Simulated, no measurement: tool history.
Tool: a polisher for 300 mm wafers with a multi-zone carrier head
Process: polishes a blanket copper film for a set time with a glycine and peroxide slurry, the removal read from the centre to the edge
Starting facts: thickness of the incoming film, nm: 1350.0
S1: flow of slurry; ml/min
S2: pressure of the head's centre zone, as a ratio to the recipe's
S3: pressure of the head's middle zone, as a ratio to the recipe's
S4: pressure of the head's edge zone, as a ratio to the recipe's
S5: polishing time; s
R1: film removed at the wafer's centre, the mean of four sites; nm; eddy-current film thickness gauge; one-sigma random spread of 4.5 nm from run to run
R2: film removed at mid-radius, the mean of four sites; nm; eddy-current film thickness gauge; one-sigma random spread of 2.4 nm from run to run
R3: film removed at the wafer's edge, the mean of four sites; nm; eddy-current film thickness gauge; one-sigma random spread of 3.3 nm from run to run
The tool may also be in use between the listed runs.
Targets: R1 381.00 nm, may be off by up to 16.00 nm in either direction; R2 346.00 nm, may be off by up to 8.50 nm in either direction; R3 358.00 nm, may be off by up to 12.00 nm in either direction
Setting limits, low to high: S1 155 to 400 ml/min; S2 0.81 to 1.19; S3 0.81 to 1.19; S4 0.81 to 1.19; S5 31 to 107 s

run 1 day=0.000 | S1=255 S2=1.00 S3=1.00 S4=1.00 S5=69 | R1=303.47 R2=300.07 R3=300.85
run 2 day=0.300 | S1=265 S2=1.02 S3=1.01 S4=1.03 S5=70 | R1=322.41 R2=311.46 R3=313.38
run 3 day=0.575 | S1=265 S2=1.02 S3=1.01 S4=0.95 S5=70 | R1=318.04 R2=311.17 R3=304.53
run 4 day=0.933 | S1=265 S2=1.02 S3=1.01 S4=0.95 S5=77 | R1=357.80 R2=335.57 R3=331.37
run 5 day=1.029 | S1=265 S2=1.02 S3=1.01 S4=0.95 S5=88 | R1=403.86 R2=390.15 R3=374.17
run 6 day=1.067 | S1=255 S2=1.02 S3=0.99 S4=0.95 S5=88 | R1=394.93 R2=376.98 R3=381.02
run 7 day=1.383 | S1=210 S2=1.05 S3=0.95 S4=0.85 S5=86 | R1=392.25 R2=347.06 R3=345.86
run 8 day=1.500 | S1=210 S2=1.04 S3=0.95 S4=0.86 S5=86 | R1=394.73 R2=349.40 R3=346.89

Which one of the following 5 next-run settings gets every result inside its allowed miss? There is exactly one.
run A day=1.617 | S1=260 S2=1.10 S3=0.95 S4=0.96 S5=84 | R1=? R2=? R3=?
run B day=1.617 | S1=200 S2=1.09 S3=0.89 S4=0.87 S5=91 | R1=? R2=? R3=?
run C day=1.617 | S1=260 S2=1.03 S3=0.94 S4=0.96 S5=83 | R1=? R2=? R3=?
run D day=1.617 | S1=205 S2=1.10 S3=1.02 S4=0.89 S5=83 | R1=? R2=? R3=?
run E day=1.617 | S1=195 S2=1.04 S3=0.91 S4=0.81 S5=93 | R1=? R2=? R3=?

move=A R1=413.52 R2=348.54 R3=359.01
move=B R1=425.53 R2=344.49 R3=361.66
move=C R1=382.39 R2=341.49 R3=354.78
move=D R1=393.85 R2=353.63 R3=333.72
move=E R1=412.87 R2=357.20 R3=356.85
A: the furthest-off result lands on target, but another misses its tolerance
B: the furthest-off result lands on target, but another misses its tolerance
C: every result within its allowed miss
D: lands further from the targets than the last run did
E: the furthest-off result lands on target, but another misses its tolerance
Answer: C
